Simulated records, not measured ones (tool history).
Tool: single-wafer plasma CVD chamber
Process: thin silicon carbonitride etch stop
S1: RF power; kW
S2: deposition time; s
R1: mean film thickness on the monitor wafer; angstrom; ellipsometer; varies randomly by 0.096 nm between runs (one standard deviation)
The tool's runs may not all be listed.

| run | hour | S1 | S2 | R1 |
|---|---|---|---|---|
| 1 | 0 | 0.255 | 26.5 | 149.02 |
| 2 | 3.1 | 0.265 | 26.9 | 152 |
| 3 | 5.5 | 0.27 | 27.4 | 158.12 |
| 4 | 12.7 | 0.275 | 27.5 | 158.7 |
| 5 | 18 | 0.28 | 27.6 | 159.25 |
| 6 | 23.2 | 0.285 | 27.8 | 162.25 |
| 7 | 25.1 | 0.29 | 27.9 | 163.76 |

What does the tool deliver on the next run?
| 8 | 27.9 | 0.295 | 28 | ? |

{"run 8": {"R1": 164.91}}
